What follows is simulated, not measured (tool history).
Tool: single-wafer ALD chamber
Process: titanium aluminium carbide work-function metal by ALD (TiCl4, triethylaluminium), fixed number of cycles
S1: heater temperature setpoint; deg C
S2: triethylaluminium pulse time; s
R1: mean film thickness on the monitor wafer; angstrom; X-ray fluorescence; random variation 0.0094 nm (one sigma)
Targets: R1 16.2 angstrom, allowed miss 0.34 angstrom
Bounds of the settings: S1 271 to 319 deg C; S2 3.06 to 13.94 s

{"run": 1, "hour": 0.0, "S1": 295, "S2": 8.5, "R1": 17.752}
{"run": 2, "hour": 0.7, "S1": 293, "S2": 8.34, "R1": 17.262}
{"run": 3, "hour": 2.0, "S1": 298, "S2": 8.34, "R1": 17.859}
{"run": 4, "hour": 9.5, "S1": 296, "S2": 8.23, "R1": 17.552}
{"run": 5, "hour": 11.7, "S1": 295, "S2": 8.14, "R1": 17.607}
{"hour": 12.8, "done": "triethylaluminium bottle replaced"}
{"run": 6, "hour": 12.8, "S1": 295, "S2": 10.2, "R1": 18.948}
{"run": 7, "hour": 18.6, "S1": 293, "S2": 10.01, "R1": 18.836}
{"run": 8, "hour": 23.0, "S1": 292, "S2": 9.72, "R1": 18.645}
{"run": 9, "hour": 30.7, "S1": 292, "S2": 9.36, "R1": 18.435}

5 next moves are on the table. One of them brings every result within its allowed miss. Which?
{"run": "A", "hour": 38.4, "S1": 286, "S2": 8.27, "R1": "?"}
{"run": "B", "hour": 38.4, "S1": 304, "S2": 5.21, "R1": "?"}
{"run": "C", "hour": 38.4, "S1": 293, "S2": 6.04, "R1": "?"}
{"run": "D", "hour": 38.4, "S1": 289, "S2": 7.37, "R1": "?"}
{"run": "E", "hour": 38.4, "S1": 286, "S2": 5.86, "R1": "?"}

move=A R1=17.677
move=B R1=17.068
move=C R1=16.991
move=D R1=17.545
move=E R1=16.235
A: nearer than the last run, and not there yet
B: nearer than the last run, and not there yet
C: nearer than the last run, and not there yet
D: nearer than the last run, and not there yet
E: meets every target
The right move is E.
